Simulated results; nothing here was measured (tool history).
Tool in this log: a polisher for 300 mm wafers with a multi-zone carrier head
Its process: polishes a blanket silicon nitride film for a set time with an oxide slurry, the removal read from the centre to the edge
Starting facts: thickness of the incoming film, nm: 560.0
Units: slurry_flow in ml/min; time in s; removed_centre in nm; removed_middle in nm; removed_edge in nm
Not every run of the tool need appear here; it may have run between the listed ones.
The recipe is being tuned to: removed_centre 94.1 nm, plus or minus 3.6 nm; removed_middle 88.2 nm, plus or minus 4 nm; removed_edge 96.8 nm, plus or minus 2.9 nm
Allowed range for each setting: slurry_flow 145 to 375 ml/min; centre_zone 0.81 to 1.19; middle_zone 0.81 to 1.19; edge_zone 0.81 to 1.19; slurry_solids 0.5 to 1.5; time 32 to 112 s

run,day,slurry_flow,centre_zone,middle_zone,edge_zone,slurry_solids,time,removed_centre,removed_middle,removed_edge
1,0,240,1,1,1,1,72,65.233,66.126,64.839
2,0.158,245,1.01,0.99,1.05,1.15,74,72.812,72.488,74.158
3,0.208,190,1.01,0.99,1.05,1.15,74,71.15,68.456,72.494
4,0.304,205,1.03,1,1.09,1.25,75,76.819,73.676,77.698
5,0.608,205,0.98,1,1.09,1.25,75,73.916,75.272,78.03
6,0.788,220,1,0.99,1.12,1.35,76,79.86,78.859,83.262
7,0.942,225,1.01,0.98,1.14,1.4,77,82.403,81.249,88.218
8,1.283,240,1.04,0.98,1.16,1.45,77,86.435,81.303,89.641
9,1.492,245,1.05,0.99,1.17,1.45,78,87.795,82.87,92.104
10,1.696,250,1.06,1,1.17,1.45,79,91.868,84.921,92.58
11,1.829,255,1.06,1,1.18,1.45,79,92.846,87.325,92.01

5 candidate next runs follow, results not yet known. Just one meets every target within its allowed miss. Identify it.
A,1.962,305,0.97,1,1.19,1.5,80,?,?,?
B,1.962,245,0.95,0.96,1.17,1.5,86,?,?,?
C,1.962,275,1.03,1.05,1.18,1.25,88,?,?,?
D,1.962,305,1.12,0.96,1.12,1.45,83,?,?,?
E,1.962,325,1.03,0.96,1.15,1.35,84,?,?,?

move,removed_centre,removed_middle,removed_edge
A,88.517,90.08,96.999
B,90.802,91.451,101.72
C,94.464,94.355,97.304
D,104.67,89.007,96.565
E,95.044,87.918,96.374
A: meets the target for the result that was furthest off, but another lies outside its allowed miss
B: takes the result that was furthest off past its target
C: meets the target for the result that was furthest off, but another lies outside its allowed miss
D: meets the target for the result that was furthest off, but another lies outside its allowed miss
E: all results in spec
The right move is E.

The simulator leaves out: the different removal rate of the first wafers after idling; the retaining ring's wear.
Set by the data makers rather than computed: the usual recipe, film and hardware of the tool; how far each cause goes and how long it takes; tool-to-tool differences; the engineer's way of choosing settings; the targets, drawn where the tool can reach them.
